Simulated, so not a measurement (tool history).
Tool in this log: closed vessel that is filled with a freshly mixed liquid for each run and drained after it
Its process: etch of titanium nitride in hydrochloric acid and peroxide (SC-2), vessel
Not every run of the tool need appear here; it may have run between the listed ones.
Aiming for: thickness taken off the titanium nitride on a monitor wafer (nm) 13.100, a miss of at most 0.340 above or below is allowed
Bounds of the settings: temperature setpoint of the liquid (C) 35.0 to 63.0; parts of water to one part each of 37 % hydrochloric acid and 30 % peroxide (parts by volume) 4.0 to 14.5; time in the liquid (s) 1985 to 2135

run,day,temperature setpoint of the liquid (C),parts of water to one part each of 37 % hydrochloric acid and 30 % peroxide (parts by volume),time in the liquid (s),thickness taken off the titanium nitride on a monitor wafer (nm)
1,0.000,47.0,8.0,1985,33.382
2,0.217,44.0,8.5,1985,25.721
3,0.346,44.0,8.5,2135,27.796
4,0.675,41.0,8.5,2135,22.533
5,0.992,41.0,8.5,2135,22.474
6,1.333,41.0,8.5,1985,20.952
7,1.467,39.5,8.5,1985,18.768
8,1.700,38.5,8.5,1985,17.519
9,1.967,37.5,8.5,1985,16.240
10,2.283,37.0,8.5,1985,15.775

4 candidate next runs follow, results not yet known. Just one meets every target within its allowed miss. Identify it.
A,2.600,35.5,8.5,1985,?
B,2.600,40.0,9.5,2005,?
C,2.600,35.0,9.0,2085,?
D,2.600,36.0,10.0,2035,?

move,thickness taken off the titanium nitride on a monitor wafer (nm)
A,13.992
B,17.833
C,13.520
D,13.006
A: closes in on the targets versus the last run, not all within tolerance yet
B: the biggest miss grows against the last run
C: closes in on the targets versus the last run, not all within tolerance yet
D: hits every target within its allowed miss
D meets every target.

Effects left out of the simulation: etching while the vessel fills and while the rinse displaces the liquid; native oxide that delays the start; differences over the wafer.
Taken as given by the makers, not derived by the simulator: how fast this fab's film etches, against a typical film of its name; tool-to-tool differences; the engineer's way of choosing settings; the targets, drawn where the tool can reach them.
